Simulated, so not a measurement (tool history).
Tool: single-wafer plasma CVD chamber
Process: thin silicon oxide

run    day  heater temperature setpoint (K)  chamber pressure (Pa)  RF power (kW)  deposition time (s)  mean film thickness on the monitor wafer (Å)
  1  0.000                           653.15                   89.7          0.345                 13.7                                        228.13
  2  0.288                           653.15                   89.7          0.345                 13.7                                        227.50
  3  0.321                           653.15                   89.7          0.345                 13.7                                        228.96
  4  0.479                           653.15                   89.7          0.325                 13.7                                        224.50
  5  0.704                           645.15                   89.7          0.325                 13.7                                        226.03
  6  0.962                           645.15                   89.7          0.375                 13.7                                        235.05
  7  1.217                           645.15                   85.6          0.375                 13.7                                        226.33
  8  1.450                           645.15                   82.0          0.375                 13.7                                        215.80
  9  1.754                           645.15                   79.6          0.375                 13.7                                        210.34
 10  1.950                           645.15                   77.7          0.375                 13.7                                        205.53

The next listed run, before its measurement:
 11  2.267                           645.15                   76.4          0.375                 13.7                                             ?

Run 11 gave mean film thickness on the monitor wafer (Å) 201.96.
